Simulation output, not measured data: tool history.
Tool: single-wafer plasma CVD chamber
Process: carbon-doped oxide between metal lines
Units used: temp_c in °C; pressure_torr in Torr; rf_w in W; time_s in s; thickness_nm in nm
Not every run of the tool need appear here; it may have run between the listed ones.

Run 1, hour 0: temp_c 365 °C, pressure_torr 3.78 Torr, rf_w 540 W, time_s 30.8 s. Result: thickness_nm 149.77 nm.
Run 2, hour 8.7: temp_c 365 °C, pressure_torr 3.38 Torr, rf_w 540 W, time_s 30.8 s. Result: thickness_nm 147.27 nm.
Run 3, hour 11.2: temp_c 365 °C, pressure_torr 3.38 Torr, rf_w 615 W, time_s 30.8 s. Result: thickness_nm 160.59 nm.
Run 4, hour 15.3: temp_c 370 °C, pressure_torr 3.38 Torr, rf_w 615 W, time_s 30.8 s. Result: thickness_nm 158.81 nm.
Run 5, hour 17.1: temp_c 369 °C, pressure_torr 3.45 Torr, rf_w 620 W, time_s 30.8 s. Result: thickness_nm 159.66 nm.
Run 6, hour 20.6: temp_c 376 °C, pressure_torr 3.45 Torr, rf_w 620 W, time_s 30.8 s. Result: thickness_nm 156.57 nm.

Run 7, settings as shown, results not yet in. Your forecast:
Run 7, hour 24.4: temp_c 374 °C, pressure_torr 3.53 Torr, rf_w 625 W, time_s 30.8 s. Result: thickness_nm ?.

For run 7 the tool returned thickness_nm 157.45 nm.
